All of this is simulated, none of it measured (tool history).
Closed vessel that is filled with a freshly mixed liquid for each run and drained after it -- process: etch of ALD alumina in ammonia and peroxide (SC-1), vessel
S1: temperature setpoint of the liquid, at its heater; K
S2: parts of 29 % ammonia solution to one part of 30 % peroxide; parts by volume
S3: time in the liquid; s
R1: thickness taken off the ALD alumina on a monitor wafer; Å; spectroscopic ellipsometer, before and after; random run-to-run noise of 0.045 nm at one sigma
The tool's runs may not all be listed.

Run 1, hour 0.0: S1 332.15 K, S2 0.75 parts by volume, S3 30 s. Result: R1 46.452 Å.
Run 2, hour 4.2: S1 332.15 K, S2 0.85 parts by volume, S3 30 s. Result: R1 46.919 Å.
Run 3, hour 11.5: S1 334.65 K, S2 0.85 parts by volume, S3 30 s. Result: R1 53.006 Å.
Run 4, hour 19.6: S1 334.65 K, S2 1.00 parts by volume, S3 30 s. Result: R1 53.883 Å.
Run 5, hour 26.7: S1 336.65 K, S2 1.00 parts by volume, S3 30 s. Result: R1 59.634 Å.
Run 6, hour 35.7: S1 336.65 K, S2 1.00 parts by volume, S3 30 s. Result: R1 59.621 Å.
Run 7, hour 38.6: S1 338.15 K, S2 1.00 parts by volume, S3 30 s. Result: R1 65.214 Å.
Run 8, hour 44.2: S1 339.15 K, S2 1.00 parts by volume, S3 30 s. Result: R1 68.219 Å.
Run 9, hour 53.5: S1 339.65 K, S2 1.00 parts by volume, S3 30 s. Result: R1 69.447 Å.

Run 10 comes next. What will it give?
Run 10, hour 60.8: S1 340.15 K, S2 1.00 parts by volume, S3 30 s. Result: R1 ?.

Run 10 yielded R1 70.876 Å.

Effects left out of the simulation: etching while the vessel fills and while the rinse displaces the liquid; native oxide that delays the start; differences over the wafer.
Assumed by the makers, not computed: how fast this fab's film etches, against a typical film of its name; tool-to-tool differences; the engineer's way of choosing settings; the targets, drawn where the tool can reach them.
